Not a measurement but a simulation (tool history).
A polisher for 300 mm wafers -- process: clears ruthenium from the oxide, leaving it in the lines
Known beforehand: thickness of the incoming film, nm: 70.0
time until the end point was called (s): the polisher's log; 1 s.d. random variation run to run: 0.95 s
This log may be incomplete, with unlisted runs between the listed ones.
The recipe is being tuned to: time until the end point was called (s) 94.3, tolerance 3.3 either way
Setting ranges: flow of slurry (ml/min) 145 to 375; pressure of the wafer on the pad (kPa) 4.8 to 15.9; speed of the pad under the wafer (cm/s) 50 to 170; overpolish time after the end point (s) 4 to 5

run  hour  flow of slurry (ml/min)  pressure of the wafer on the pad (kPa)  speed of the pad under the wafer (cm/s)  overpolish time after the end point (s)  time until the end point was called (s)
  1     0                      240                                    10.3                                      110                                        5                                   79.329
  2   1.3                      240                                     9.7                                      110                                        5                                   84.894
  3   9.2                      240                                       9                                      110                                        5                                    90.93
  4  10.3                      235                                       9                                      110                                        5                                   89.149
  5  15.9                      235                                      11                                      110                                        5                                   75.144
  6  23.5                      235                                    10.3                                      110                                        5                                   80.012
  7  29.7                      235                                     9.7                                      110                                        5                                   83.703
  8  37.8                      235                                       9                                      110                                        5                                   88.869
  9  46.1                      235                                     8.3                                      110                                        5                                   97.893
       47  -- slurry nozzle cleaned
 10    47                      235                                       9                                      110                                        5                                   85.195
 11  54.7                      245                                       9                                      110                                        5                                   83.876

Which one of the following 5 next-run settings gets every result inside its allowed miss? There is exactly one.
  A  62.4                      255                                     8.3                                       98                                        4                                        ?
  B  62.4                      155                                     7.6                                      126                                        4                                        ?
  C  62.4                      255                                     6.9                                      118                                        4                                        ?
  D  62.4                      170                                       9                                       98                                        5                                        ?
  E  62.4                      220                                       9                                       92                                        5                                        ?

move  time until the end point was called (s)
   A                                   101.98
   B                                   93.823
   C                                   101.46
   D                                   100.14
   E                                    102.2
A: carries the result that was furthest off beyond its target, to the other side
B: every result within its allowed miss
C: carries the result that was furthest off beyond its target, to the other side
D: carries the result that was furthest off beyond its target, to the other side
E: carries the result that was furthest off beyond its target, to the other side
Go with B: it meets all targets.
